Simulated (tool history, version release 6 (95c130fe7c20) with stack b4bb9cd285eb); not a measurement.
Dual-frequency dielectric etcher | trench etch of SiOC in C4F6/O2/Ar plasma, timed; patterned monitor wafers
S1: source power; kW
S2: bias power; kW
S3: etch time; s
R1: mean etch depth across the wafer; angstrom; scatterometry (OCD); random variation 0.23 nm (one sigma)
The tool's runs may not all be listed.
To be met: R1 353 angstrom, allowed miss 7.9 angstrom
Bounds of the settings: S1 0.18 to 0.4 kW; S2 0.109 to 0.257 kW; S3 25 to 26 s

| run | hour | S1 | S2 | S3 | R1 |
|---|---|---|---|---|---|
| 1 | 0 | 0.29 | 0.183 | 25 | 453.13 |
| 2 | 3.9 | 0.29 | 0.157 | 25 | 434.68 |
| 3 | 7.3 | 0.29 | 0.129 | 25 | 404.37 |
| 4 | 13.8 | 0.29 | 0.129 | 26 | 421.89 |
| 5 | 17.3 | 0.32 | 0.129 | 26 | 448.68 |
| 6 | 25.5 | 0.32 | 0.109 | 26 | 432.84 |
| 7 | 31.3 | 0.3 | 0.109 | 26 | 416.86 |
| 8 | 39.3 | 0.28 | 0.109 | 26 | 401 |
| 9 | 39.9 | 0.26 | 0.109 | 26 | 386.61 |
| 10 | 46.1 | 0.25 | 0.109 | 26 | 379.77 |
| 11 | 51 | 0.24 | 0.109 | 26 | 372.73 |
| 12 | 56.5 | 0.23 | 0.109 | 26 | 360.97 |

Which of these 5 next moves meets every target?
| A | 62 | 0.24 | 0.112 | 26 | ? |
| B | 62 | 0.24 | 0.11 | 26 | ? |
| C | 62 | 0.19 | 0.137 | 25.5 | ? |
| D | 62 | 0.2 | 0.118 | 25 | ? |
| E | 62 | 0.23 | 0.118 | 25 | ? |

| move | R1 |
|---|---|
| A | 372.44 |
| B | 370.81 |
| C | 339.81 |
| D | 329.51 |
| E | 354.87 |
A: further off than the last run
B: further off than the last run
C: takes the result that was furthest off past its target
D: takes the result that was furthest off past its target
E: meets every target
Answer: E

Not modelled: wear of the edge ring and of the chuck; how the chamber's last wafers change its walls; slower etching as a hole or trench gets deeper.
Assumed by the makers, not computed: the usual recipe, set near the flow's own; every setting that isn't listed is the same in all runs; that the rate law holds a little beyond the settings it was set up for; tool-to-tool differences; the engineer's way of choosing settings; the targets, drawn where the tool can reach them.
